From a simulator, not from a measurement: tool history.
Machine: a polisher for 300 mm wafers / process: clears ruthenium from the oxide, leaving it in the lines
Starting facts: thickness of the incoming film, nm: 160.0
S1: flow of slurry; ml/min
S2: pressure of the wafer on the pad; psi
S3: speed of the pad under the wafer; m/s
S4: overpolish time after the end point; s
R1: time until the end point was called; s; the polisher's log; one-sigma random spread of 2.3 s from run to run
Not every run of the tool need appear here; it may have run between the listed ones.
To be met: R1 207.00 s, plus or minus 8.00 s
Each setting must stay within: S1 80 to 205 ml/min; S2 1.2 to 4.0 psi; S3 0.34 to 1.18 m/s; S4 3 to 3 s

run  hour   S1   S2    S3  S4      R1
  1   0.0  135  2.6  0.76   3  168.55
  2   8.2  135  2.6  0.58   3  217.65
  3  16.3  135  2.6  0.40   3  316.05
  4  17.5  105  2.6  0.40   3  319.99
  5  23.9  105  2.9  0.40   3  295.03
  6  30.6  105  2.3  0.40   3  344.80
  7  37.8  105  2.8  0.42   3  287.75
  8  45.2  105  3.1  0.42   3  268.77
  9  49.9  105  3.4  0.42   3  250.05
 10  52.9  110  3.6  0.42   3  239.99
 11  56.9  110  3.7  0.44   3  223.25
 12  58.9  110  3.8  0.44   3  223.26

4 next moves are on the table. One of them brings every result within its allowed miss. Which?
  A  60.9  135  3.3  0.42   3   ?
  B  60.9  135  3.1  0.54   3   ?
  C  60.9  100  3.7  0.44   3   ?
  D  60.9   90  3.6  0.46   3   ?

move      R1
   A  246.89
   B  203.91
   C  225.80
   D  224.95
A: lands further from the targets than the last run did
B: every result within its allowed miss
C: lands further from the targets than the last run did
D: lands further from the targets than the last run did
B meets every target.
